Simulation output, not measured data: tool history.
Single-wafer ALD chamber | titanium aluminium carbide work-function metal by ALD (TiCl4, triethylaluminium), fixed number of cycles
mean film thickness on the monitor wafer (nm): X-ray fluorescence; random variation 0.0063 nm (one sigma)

run,day,heater temperature setpoint (°C),triethylaluminium pulse time (s),mean film thickness on the monitor wafer (nm)
1,0,310,8.69,2.0899
2,0.042,310,9.95,2.1569
3,0.25,310,12.26,2.184
4,0.354,305,10.54,2.1037
5,0.579,305,8.05,1.9971
6,0.833,301,7.19,1.8821
7,1.088,298,6.91,1.8183
8,1.304,298,6.91,1.8127
9,1.612,296,6.83,1.7896
10,1.704,294,6.69,1.7663
11,1.779,293,6.5,1.708
12,2.125,293,6.5,1.7111

Estimate the outcome of run 13 from the log above:
13,2.338,286,5.12,?

{"run 13": {"mean film thickness on the monitor wafer (nm)": 1.3329}}
